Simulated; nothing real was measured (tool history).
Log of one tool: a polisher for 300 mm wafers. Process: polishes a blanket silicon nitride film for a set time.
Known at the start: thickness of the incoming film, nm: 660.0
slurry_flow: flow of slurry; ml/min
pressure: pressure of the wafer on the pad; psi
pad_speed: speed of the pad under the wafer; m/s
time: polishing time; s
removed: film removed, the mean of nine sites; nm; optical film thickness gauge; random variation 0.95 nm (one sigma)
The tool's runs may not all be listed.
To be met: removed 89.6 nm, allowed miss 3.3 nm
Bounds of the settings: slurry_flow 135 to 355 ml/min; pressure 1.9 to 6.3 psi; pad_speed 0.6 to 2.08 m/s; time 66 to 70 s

| run | hour | slurry_flow | pressure | pad_speed | time | removed |
|---|---|---|---|---|---|---|
| 1 | 0 | 225 | 4.1 | 1.34 | 66 | 177.74 |
| 2 | 6 | 220 | 3.5 | 1.28 | 66 | 146.54 |
| 3 | 14.5 | 220 | 3.1 | 1.24 | 66 | 127.09 |
| 4 | 15.9 | 195 | 3.1 | 1.24 | 66 | 124.67 |
| 5 | 24.7 | 145 | 3.1 | 1.24 | 66 | 122.12 |
| 6 | 25.5 | 145 | 3.1 | 1.38 | 66 | 126.49 |
| 7 | 29.6 | 145 | 2.8 | 1.38 | 66 | 116.13 |
| 8 | 38.4 | 145 | 2.8 | 1.38 | 66 | 114.77 |
| 9 | 45.3 | 145 | 2.6 | 1.38 | 66 | 109.03 |

4 next moves are on the table. One of them brings every result within its allowed miss. Which?
| A | 52.2 | 165 | 2.3 | 1.3 | 66 | ? |
| B | 52.2 | 135 | 2.3 | 1.24 | 66 | ? |
| C | 52.2 | 135 | 2.5 | 1.34 | 67 | ? |
| D | 52.2 | 140 | 3.3 | 1.16 | 70 | ? |

| move | removed |
|---|---|
| A | 94.264 |
| B | 87.938 |
| C | 101.1 |
| D | 127.85 |
A: nearer than the last run, and not there yet
B: meets every target
C: nearer than the last run, and not there yet
D: further off than the last run
Answer: B
